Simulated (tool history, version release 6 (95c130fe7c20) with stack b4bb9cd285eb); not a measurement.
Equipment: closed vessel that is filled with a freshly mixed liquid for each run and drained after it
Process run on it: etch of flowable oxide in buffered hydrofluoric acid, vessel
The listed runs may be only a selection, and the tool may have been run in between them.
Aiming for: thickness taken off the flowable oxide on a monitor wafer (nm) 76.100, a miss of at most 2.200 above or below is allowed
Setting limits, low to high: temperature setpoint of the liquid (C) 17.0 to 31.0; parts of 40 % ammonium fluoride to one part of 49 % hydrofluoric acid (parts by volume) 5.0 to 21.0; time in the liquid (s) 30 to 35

run  hour  temperature setpoint of the liquid (C)  parts of 40 % ammonium fluoride to one part of 49 % hydrofluoric acid (parts by volume)  time in the liquid (s)  thickness taken off the flowable oxide on a monitor wafer (nm)
  1   0.0                                    23.0                                                                                     13.0                      35                                                         138.460
  2   1.4                                    21.5                                                                                     14.0                      35                                                         119.170
  3   1.9                                    20.5                                                                                     15.0                      35                                                         104.610
  4   9.3                                    20.5                                                                                     13.0                      35                                                         121.690
  5  18.0                                    19.5                                                                                     14.0                      35                                                         106.310
  6  23.4                                    19.0                                                                                     14.5                      35                                                         100.080
  7  30.2                                    18.5                                                                                     15.0                      35                                                          94.193
  8  34.2                                    18.0                                                                                     15.5                      35                                                          88.356

Exercise: of the 4 proposed moves below, exactly one satisfies all targets within the stated allowed misses. Which move is it?
  A  38.2                                    17.5                                                                                     11.0                      30                                                               ?
  B  38.2                                    17.0                                                                                     15.5                      35                                                               ?
  C  38.2                                    18.0                                                                                     18.0                      35                                                               ?
  D  38.2                                    17.0                                                                                     15.5                      30                                                               ?

move  thickness taken off the flowable oxide on a monitor wafer (nm)
   A                                                         102.600
   B                                                          83.103
   C                                                          75.914
   D                                                          71.231
A: lands further from the targets than the last run did
B: closer than the last run, but not yet in spec
C: meets every target
D: pushes the last run's worst result past its target
Move C is the one to make.
